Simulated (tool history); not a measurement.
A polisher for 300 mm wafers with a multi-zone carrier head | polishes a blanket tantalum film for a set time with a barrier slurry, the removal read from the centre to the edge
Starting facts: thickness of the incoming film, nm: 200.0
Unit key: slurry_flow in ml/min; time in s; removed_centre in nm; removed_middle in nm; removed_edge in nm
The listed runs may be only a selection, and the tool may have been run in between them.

run    day  slurry_flow  centre_zone  middle_zone  edge_zone  slurry_solids  time  removed_centre  removed_middle  removed_edge
  1  0.000          205         1.00         1.00       1.00           1.00    32          61.425          61.346        61.084
  2  0.204          205         0.94         1.00       1.00           1.00    32          59.688          62.132        62.412
  3  0.450          200         0.97         1.00       0.95           0.85    31          53.956          54.280        54.991
  4  0.612          200         0.97         1.00       0.95           0.65    31          44.724          44.463        44.826
  5  0.962          200         0.97         1.00       0.95           0.50    31          31.790          31.631        31.603
  6  1.188          200         0.99         1.02       0.91           0.55    31          37.386          37.710        36.266
  7  1.229          200         1.01         1.03       0.88           0.60    31          42.323          42.465        39.268

Forecast run 8:
  8  1.317          200         1.01         1.03       0.86           0.65    31               ?               ?             ?

Run 8 measured removed_centre 45.364 nm, removed_middle 45.767 nm, removed_edge 41.854 nm.

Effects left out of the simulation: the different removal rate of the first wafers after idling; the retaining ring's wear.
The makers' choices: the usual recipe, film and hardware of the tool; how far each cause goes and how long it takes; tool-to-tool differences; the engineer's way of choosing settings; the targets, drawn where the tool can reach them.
